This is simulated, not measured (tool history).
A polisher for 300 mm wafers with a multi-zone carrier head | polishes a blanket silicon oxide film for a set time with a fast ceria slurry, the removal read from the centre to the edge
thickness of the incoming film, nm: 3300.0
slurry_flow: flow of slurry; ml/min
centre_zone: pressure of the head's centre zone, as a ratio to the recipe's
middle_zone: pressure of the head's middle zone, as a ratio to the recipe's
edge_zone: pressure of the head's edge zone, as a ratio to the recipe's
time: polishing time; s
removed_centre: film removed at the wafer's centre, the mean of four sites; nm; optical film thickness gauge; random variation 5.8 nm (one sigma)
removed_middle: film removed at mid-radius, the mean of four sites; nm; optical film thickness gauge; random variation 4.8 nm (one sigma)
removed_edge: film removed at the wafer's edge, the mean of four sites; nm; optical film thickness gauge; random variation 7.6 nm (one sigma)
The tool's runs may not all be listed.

run,hour,slurry_flow,centre_zone,middle_zone,edge_zone,time,removed_centre,removed_middle,removed_edge
1,0.0,260,1.00,1.00,1.00,31,551.99,582.36,560.09
2,2.6,260,1.00,1.00,1.05,31,554.06,585.47,582.98
3,5.2,260,1.00,0.95,1.05,31,560.29,552.79,567.75
4,6.0,265,1.02,0.96,1.08,31,574.79,562.03,594.99
5,8.6,275,1.04,0.98,1.09,31,579.49,575.09,582.01
6,16.8,275,1.04,0.93,1.09,31,582.47,542.13,585.28
7,22.3,270,1.05,0.94,1.10,32,608.22,564.58,609.47

Forecast run 8:
8,26.2,270,1.06,0.95,1.11,33,?,?,?

{"run 8": {"removed_centre": 626.29, "removed_middle": 592.85, "removed_edge": 629.92}}
